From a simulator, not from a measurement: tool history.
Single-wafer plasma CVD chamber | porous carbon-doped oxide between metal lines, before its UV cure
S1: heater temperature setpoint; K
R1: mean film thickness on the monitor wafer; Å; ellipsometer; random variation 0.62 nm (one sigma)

{"run": 1, "day": 0.0, "S1": 583.15, "RF power (W)": 415, "deposition time (s)": 32.7, "R1": 1509.7}
{"run": 2, "day": 0.296, "S1": 591.15, "RF power (W)": 415, "deposition time (s)": 32.7, "R1": 1427.3}
{"run": 3, "day": 0.583, "S1": 600.15, "RF power (W)": 415, "deposition time (s)": 32.7, "R1": 1371.4}
{"run": 4, "day": 0.608, "S1": 601.15, "RF power (W)": 400, "deposition time (s)": 32.7, "R1": 1305.6}
{"run": 5, "day": 0.858, "S1": 601.15, "RF power (W)": 400, "deposition time (s)": 32.7, "R1": 1313.4}
{"run": 6, "day": 1.138, "S1": 601.15, "RF power (W)": 375, "deposition time (s)": 32.7, "R1": 1221.4}
{"run": 7, "day": 1.392, "S1": 602.15, "RF power (W)": 370, "deposition time (s)": 32.7, "R1": 1208.5}
{"run": 8, "day": 1.508, "S1": 607.15, "RF power (W)": 345, "deposition time (s)": 32.7, "R1": 1095.8}

Forecast run 9:
{"run": 9, "day": 1.792, "S1": 606.15, "RF power (W)": 345, "deposition time (s)": 32.7, "R1": "?"}

Run 9 gave R1 1098.2 Å.
